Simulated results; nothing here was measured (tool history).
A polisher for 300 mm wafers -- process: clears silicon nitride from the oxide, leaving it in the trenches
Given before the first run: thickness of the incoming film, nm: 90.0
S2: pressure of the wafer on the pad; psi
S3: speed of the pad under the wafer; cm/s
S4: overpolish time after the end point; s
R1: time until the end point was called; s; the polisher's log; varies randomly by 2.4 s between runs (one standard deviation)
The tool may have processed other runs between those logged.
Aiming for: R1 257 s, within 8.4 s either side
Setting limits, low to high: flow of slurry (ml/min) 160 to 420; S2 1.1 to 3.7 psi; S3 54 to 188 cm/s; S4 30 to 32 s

run 1 day=0 | flow_of_slurry_(ml/min)=270 S2=2.4 S3=120 S4=30 | R1=131.23
run 2 day=0.325 | flow_of_slurry_(ml/min)=270 S2=2 S3=116 S4=30 | R1=162.61
run 3 day=0.421 | flow_of_slurry_(ml/min)=210 S2=2 S3=116 S4=30 | R1=166.17
run 4 day=0.65 | flow_of_slurry_(ml/min)=210 S2=2.5 S3=116 S4=30 | R1=132.45
run 5 day=0.704 | flow_of_slurry_(ml/min)=210 S2=2.1 S3=114 S4=30 | R1=158.49
run 6 day=1.079 | flow_of_slurry_(ml/min)=210 S2=1.8 S3=114 S4=30 | R1=186.13
run 7 day=1.342 | flow_of_slurry_(ml/min)=210 S2=1.6 S3=114 S4=30 | R1=203.93
run 8 day=1.688 | flow_of_slurry_(ml/min)=210 S2=1.5 S3=114 S4=30 | R1=218.29
run 9 day=1.829 | flow_of_slurry_(ml/min)=210 S2=1.4 S3=114 S4=30 | R1=230.55

Exactly one of the 5 candidate moves below puts every result within its allowed miss. Which one?
run A day=1.971 | flow_of_slurry_(ml/min)=260 S2=1.5 S3=106 S4=30 | R1=?
run B day=1.971 | flow_of_slurry_(ml/min)=160 S2=1.7 S3=122 S4=30 | R1=?
run C day=1.971 | flow_of_slurry_(ml/min)=230 S2=1.1 S3=144 S4=32 | R1=?
run D day=1.971 | flow_of_slurry_(ml/min)=180 S2=1.5 S3=98 S4=32 | R1=?
run E day=1.971 | flow_of_slurry_(ml/min)=210 S2=1.2 S3=130 S4=32 | R1=?

move=A R1=234.72
move=B R1=187.25
move=C R1=235.47
move=D R1=258.95
move=E R1=241.05
A: closes in on the targets versus the last run, not all within tolerance yet
B: lands further from the targets than the last run did
C: closes in on the targets versus the last run, not all within tolerance yet
D: each result inside its tolerance
E: closes in on the targets versus the last run, not all within tolerance yet
Correct choice: D, which meets every target

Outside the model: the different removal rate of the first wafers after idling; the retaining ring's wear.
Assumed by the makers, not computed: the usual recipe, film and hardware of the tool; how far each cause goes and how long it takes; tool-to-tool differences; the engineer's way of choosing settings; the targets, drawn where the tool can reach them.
